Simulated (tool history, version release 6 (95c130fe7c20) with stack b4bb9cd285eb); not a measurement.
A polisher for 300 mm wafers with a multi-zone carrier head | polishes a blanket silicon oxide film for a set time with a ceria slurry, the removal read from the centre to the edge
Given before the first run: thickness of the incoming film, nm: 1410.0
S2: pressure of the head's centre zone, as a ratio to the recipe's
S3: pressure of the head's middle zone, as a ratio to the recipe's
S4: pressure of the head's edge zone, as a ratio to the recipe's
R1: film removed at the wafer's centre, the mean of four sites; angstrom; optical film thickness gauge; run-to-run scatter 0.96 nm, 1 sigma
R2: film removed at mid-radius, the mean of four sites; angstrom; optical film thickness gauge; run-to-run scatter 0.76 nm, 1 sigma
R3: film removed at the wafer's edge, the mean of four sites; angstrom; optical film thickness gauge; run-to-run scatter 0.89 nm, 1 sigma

{"run": 1, "hour": 0.0, "flow of slurry (ml/min)": 295, "S2": 1, "S3": 1, "S4": 1, "polishing time (s)": 42, "R1": 1642.3, "R2": 1707.1, "R3": 1689.4}
{"run": 2, "hour": 4.4, "flow of slurry (ml/min)": 295, "S2": 0.99, "S3": 1, "S4": 0.95, "polishing time (s)": 36, "R1": 1402.2, "R2": 1458.7, "R3": 1386.3}
{"run": 3, "hour": 9.9, "flow of slurry (ml/min)": 295, "S2": 0.99, "S3": 0.95, "S4": 0.95, "polishing time (s)": 36, "R1": 1408.1, "R2": 1393.8, "R3": 1395.6}
{"run": 4, "hour": 15.0, "flow of slurry (ml/min)": 295, "S2": 1.07, "S3": 0.95, "S4": 0.95, "polishing time (s)": 36, "R1": 1552.4, "R2": 1411.5, "R3": 1396.9}
{"run": 5, "hour": 18.2, "flow of slurry (ml/min)": 295, "S2": 1.03, "S3": 0.95, "S4": 0.95, "polishing time (s)": 36, "R1": 1502, "R2": 1408.7, "R3": 1373.5}
{"run": 6, "hour": 21.2, "flow of slurry (ml/min)": 295, "S2": 1.03, "S3": 1, "S4": 0.95, "polishing time (s)": 36, "R1": 1491.9, "R2": 1450.7, "R3": 1370.2}
{"run": 7, "hour": 30.2, "flow of slurry (ml/min)": 290, "S2": 0.99, "S3": 0.99, "S4": 0.91, "polishing time (s)": 33, "R1": 1294.9, "R2": 1320.8, "R3": 1248.2}

Estimate the outcome of run 8 from the log above:
{"run": 8, "hour": 36.4, "flow of slurry (ml/min)": 290, "S2": 0.98, "S3": 0.99, "S4": 0.88, "polishing time (s)": 31, "R1": "?", "R2": "?", "R3": "?"}

Run 8 produced R1 1201 angstrom, R2 1254.9 angstrom, R3 1162.5 angstrom.
